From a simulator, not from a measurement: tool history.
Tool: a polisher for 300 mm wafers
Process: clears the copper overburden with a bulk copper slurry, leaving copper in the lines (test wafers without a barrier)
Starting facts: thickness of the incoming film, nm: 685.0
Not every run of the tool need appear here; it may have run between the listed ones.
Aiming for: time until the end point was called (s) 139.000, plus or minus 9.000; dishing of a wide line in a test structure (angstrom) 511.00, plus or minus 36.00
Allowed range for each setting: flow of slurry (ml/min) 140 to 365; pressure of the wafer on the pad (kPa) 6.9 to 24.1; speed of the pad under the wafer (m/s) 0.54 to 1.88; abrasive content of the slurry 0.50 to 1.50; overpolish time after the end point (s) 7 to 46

run  hour  flow of slurry (ml/min)  pressure of the wafer on the pad (kPa)  speed of the pad under the wafer (m/s)  abrasive content of the slurry  overpolish time after the end point (s)  time until the end point was called (s)  dishing of a wide line in a test structure (angstrom)
  1   0.0                      235                                    15.2                                    1.20                            1.00                                       24                                   83.943                                                 773.55
  2   8.2                      215                                    15.2                                    1.20                            1.00                                       24                                   85.419                                                 786.78
  3  11.9                      215                                    15.2                                    1.20                            1.00                                       29                                   85.648                                                 842.37
  4  20.9                      260                                    15.2                                    1.20                            1.00                                       29                                   83.883                                                 833.48
  5  24.4                      260                                    15.2                                    1.20                            1.00                                       23                                   80.254                                                 756.88
  6  25.7                      260                                    13.1                                    1.18                            1.00                                       22                                   92.008                                                 724.66
  7  28.1                      260                                    11.7                                    1.14                            1.00                                       19                                  102.580                                                 605.52
  8  28.9                      260                                    11.7                                    1.14                            1.00                                       19                                  100.380                                                 617.22
  9  35.9                      260                                    10.3                                    1.12                            1.00                                       19                                  108.880                                                 596.41
 10  43.9                      260                                    10.3                                    1.12                            1.00                                       19                                  108.840                                                 597.40
 11  50.8                      260                                    10.3                                    1.12                            1.00                                       19                                  108.950                                                 591.35

Exercise: of the 5 proposed moves below, exactly one satisfies all targets within the stated allowed misses. Which move is it?
  A  57.7                      195                                     9.7                                    0.62                            0.80                                       24                                        ?                                                      ?
  B  57.7                      330                                     6.9                                    0.86                            0.95                                       23                                        ?                                                      ?
  C  57.7                      265                                     9.7                                    0.82                            0.90                                       19                                        ?                                                      ?
  D  57.7                      350                                     6.9                                    0.60                            1.15                                       25                                        ?                                                      ?
  E  57.7                      310                                     8.3                                    0.60                            0.90                                       34                                        ?                                                      ?

move  time until the end point was called (s)  dishing of a wide line in a test structure (angstrom)
   A                                  168.310                                                 518.99
   B                                  153.700                                                 521.64
   C                                  138.340                                                 506.37
   D                                  172.710                                                 511.03
   E                                  170.670                                                 623.97
A: the result that was furthest off in the last run now lies on the other side of its target
B: the result that was furthest off in the last run now lies on the other side of its target
C: all results in spec
D: the result that was furthest off in the last run now lies on the other side of its target
E: the result that was furthest off in the last run now lies on the other side of its target
So the answer is move C, the one that meets all the targets.
